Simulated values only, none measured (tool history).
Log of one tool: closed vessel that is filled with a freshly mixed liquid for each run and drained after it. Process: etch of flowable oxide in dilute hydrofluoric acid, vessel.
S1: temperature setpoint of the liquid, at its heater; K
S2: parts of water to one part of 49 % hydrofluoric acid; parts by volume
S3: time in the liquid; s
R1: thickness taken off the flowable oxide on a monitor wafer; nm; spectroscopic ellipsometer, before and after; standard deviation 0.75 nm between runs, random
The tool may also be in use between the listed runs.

run	day	S1	S2	S3	R1
1	0	298.15	75	90	32.211
2	0.225	300.65	60	90	45.289
3	0.308	298.65	60	90	42.734
4	0.671	300.65	50	90	54.419
5	0.721	302.15	45	90	65.712
6	0.912	302.15	30	90	99.755
# day 0.95: thermometer replaced
7	0.95	300.65	30	90	89.672
8	1.246	300.15	30	90	87.492

Run 9 has not been measured yet. What should we expect?
9	1.558	299.65	30	90	?

R1: 85.943 nm
